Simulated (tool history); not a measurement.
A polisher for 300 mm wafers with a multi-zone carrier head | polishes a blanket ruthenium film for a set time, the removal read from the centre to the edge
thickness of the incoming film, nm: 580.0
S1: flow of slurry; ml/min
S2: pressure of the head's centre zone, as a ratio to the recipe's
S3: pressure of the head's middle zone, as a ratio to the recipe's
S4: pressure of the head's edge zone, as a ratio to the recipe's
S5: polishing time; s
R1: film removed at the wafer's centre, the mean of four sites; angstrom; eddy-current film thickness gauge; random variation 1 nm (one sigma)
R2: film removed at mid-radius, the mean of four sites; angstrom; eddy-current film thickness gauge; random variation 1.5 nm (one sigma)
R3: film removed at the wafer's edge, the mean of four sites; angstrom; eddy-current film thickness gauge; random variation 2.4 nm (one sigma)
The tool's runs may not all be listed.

run,hour,S1,S2,S3,S4,S5,R1,R2,R3
1,0.0,130,1.00,1.00,1.00,73,1418.7,1392.5,1438.5
2,3.2,130,1.00,1.00,1.00,56,1070.1,1085.1,1092.7
3,5.0,130,0.98,1.00,1.03,60,1144.7,1167.8,1191.3
4,9.5,130,0.98,0.93,1.03,60,1130.3,1097.6,1233.8
5,17.4,130,0.98,0.88,1.03,60,1126.9,1066.3,1207.1
6,19.7,135,0.96,0.89,1.05,63,1164.4,1103.2,1273.7
7,21.3,135,0.86,0.99,1.15,84,1405.8,1613.4,1769.3
8,29.1,135,0.86,0.98,1.16,84,1403.5,1614.2,1791.5
9,34.8,135,0.86,0.98,1.16,84,1420.8,1615.4,1808.4

Run 10 comes next. What will it give?
10,37.6,135,0.86,0.97,1.16,84,?,?,?

{"run 10": {"R1": 1413.6, "R2": 1592.9, "R3": 1800.0}}
